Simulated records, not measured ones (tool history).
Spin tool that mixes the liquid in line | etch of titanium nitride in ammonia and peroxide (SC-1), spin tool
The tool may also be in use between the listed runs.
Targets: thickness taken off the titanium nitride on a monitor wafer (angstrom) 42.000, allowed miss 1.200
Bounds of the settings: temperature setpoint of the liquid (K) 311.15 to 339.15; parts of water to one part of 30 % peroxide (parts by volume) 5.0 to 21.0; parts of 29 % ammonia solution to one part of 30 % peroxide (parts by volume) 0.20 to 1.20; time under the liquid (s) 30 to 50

run	hour	temperature setpoint of the liquid (K)	parts of water to one part of 30 % peroxide (parts by volume)	parts of 29 % ammonia solution to one part of 30 % peroxide (parts by volume)	time under the liquid (s)	thickness taken off the titanium nitride on a monitor wafer (angstrom)
1	0.0	323.15	11.5	0.90	50	27.571
2	8.8	324.65	11.5	0.90	50	30.308
3	15.4	325.65	11.5	0.90	50	33.033
4	18.2	325.65	14.0	0.90	50	29.593
5	20.7	326.65	14.0	0.90	50	31.587
6	29.0	326.65	18.5	0.90	50	27.667
7	37.7	328.15	18.5	0.90	50	30.056
8	39.1	329.15	18.5	0.90	50	32.570
9	48.0	329.15	18.5	0.90	50	32.408
10	52.8	330.15	18.5	0.90	50	34.182
11	54.4	331.15	18.5	0.90	50	36.787
12	59.2	331.65	18.5	0.90	50	38.095
13	67.8	332.15	18.5	0.90	50	39.671
14	70.3	332.65	18.5	0.90	50	40.446

Which of these 4 next moves meets every target?
A	72.8	332.65	18.0	0.95	50	?
B	72.8	330.15	14.5	0.85	50	?
C	72.8	330.65	11.0	0.25	50	?
D	72.8	332.15	20.0	0.95	50	?

move	thickness taken off the titanium nitride on a monitor wafer (angstrom)
A	41.818
B	39.050
C	37.586
D	38.209
A: meets every target
B: further off than the last run
C: further off than the last run
D: further off than the last run
Answer: A
